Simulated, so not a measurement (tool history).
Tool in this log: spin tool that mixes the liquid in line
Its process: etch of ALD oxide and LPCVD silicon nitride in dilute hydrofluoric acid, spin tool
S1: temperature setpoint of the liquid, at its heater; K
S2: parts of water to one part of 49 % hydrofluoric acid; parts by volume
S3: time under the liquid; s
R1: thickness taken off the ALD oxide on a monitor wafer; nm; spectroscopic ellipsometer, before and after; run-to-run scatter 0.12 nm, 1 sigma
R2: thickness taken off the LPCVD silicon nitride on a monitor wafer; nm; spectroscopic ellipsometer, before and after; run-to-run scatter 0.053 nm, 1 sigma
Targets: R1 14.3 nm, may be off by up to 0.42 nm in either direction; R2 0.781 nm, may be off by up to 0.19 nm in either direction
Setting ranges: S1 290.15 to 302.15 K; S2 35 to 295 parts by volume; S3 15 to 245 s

Run 1, day 0: S1 294.15 K, S2 165 parts by volume, S3 125 s. Result: R1 6.0381 nm, R2 0.32262 nm.
Run 2, day 0.117: S1 294.15 K, S2 125 parts by volume, S3 125 s. Result: R1 8.1782 nm, R2 0.42992 nm.
Run 3, day 0.171: S1 294.15 K, S2 85 parts by volume, S3 125 s. Result: R1 12.773 nm, R2 0.62037 nm.
Run 4, day 0.367: S1 294.15 K, S2 85 parts by volume, S3 160 s. Result: R1 16.339 nm, R2 0.88097 nm.
Run 5, day 0.717: S1 294.15 K, S2 135 parts by volume, S3 160 s. Result: R1 9.4942 nm, R2 0.48601 nm.
Run 6, day 0.992: S1 295.15 K, S2 130 parts by volume, S3 160 s. Result: R1 10.315 nm, R2 0.54657 nm.
Run 7, day 1.346: S1 295.65 K, S2 125 parts by volume, S3 160 s. Result: R1 11.123 nm, R2 0.64791 nm.
Run 8, day 1.708: S1 295.65 K, S2 120 parts by volume, S3 160 s. Result: R1 11.737 nm, R2 0.64341 nm.
Run 9, day 2.058: S1 296.15 K, S2 120 parts by volume, S3 160 s. Result: R1 12.185 nm, R2 0.74036 nm.
Run 10, day 2.3: S1 296.65 K, S2 95 parts by volume, S3 160 s. Result: R1 16.125 nm, R2 0.93279 nm.
Run 11, day 2.604: S1 296.15 K, S2 95 parts by volume, S3 160 s. Result: R1 15.648 nm, R2 0.879 nm.
Run 12, day 2.904: S1 295.65 K, S2 95 parts by volume, S3 160 s. Result: R1 15.455 nm, R2 0.81927 nm.

Which of these 4 next moves meets every target?
Run A, day 3.204: S1 295.65 K, S2 95 parts by volume, S3 150 s. Result: R1 ?, R2 ?.
Run B, day 3.204: S1 297.15 K, S2 105 parts by volume, S3 145 s. Result: R1 ?, R2 ?.
Run C, day 3.204: S1 297.65 K, S2 110 parts by volume, S3 155 s. Result: R1 ?, R2 ?.
Run D, day 3.204: S1 296.65 K, S2 110 parts by volume, S3 160 s. Result: R1 ?, R2 ?.

move      R1       R2
   A  14.376  0.82776
   B  13.189  0.80087
   C  13.641  0.84487
   D  13.538  0.81673
A: every result within its allowed miss
B: takes the biggest miss from the last run beyond its target
C: takes the biggest miss from the last run beyond its target
D: takes the biggest miss from the last run beyond its target
A is the move that brings every result within its allowed miss.
